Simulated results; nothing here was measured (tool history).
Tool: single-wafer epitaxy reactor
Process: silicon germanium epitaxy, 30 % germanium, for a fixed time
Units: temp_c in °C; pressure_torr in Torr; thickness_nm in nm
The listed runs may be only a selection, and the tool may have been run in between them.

run 1 hour=0 | temp_c=575 pressure_torr=24.4 | thickness_nm=43.807
run 2 hour=6.6 | temp_c=575 pressure_torr=22.8 | thickness_nm=42.23
run 3 hour=13.4 | temp_c=575 pressure_torr=24.9 | thickness_nm=44.6
run 4 hour=19.2 | temp_c=567 pressure_torr=21.5 | thickness_nm=34.243
run 5 hour=19.9 | temp_c=562 pressure_torr=19.6 | thickness_nm=28.893
run 6 hour=28.7 | temp_c=558 pressure_torr=18.7 | thickness_nm=25.255

What will run 7 give?
run 7 hour=30.3 | temp_c=556 pressure_torr=18.5 | thickness_nm=?

Run 7 gave thickness_nm 24.024 nm.
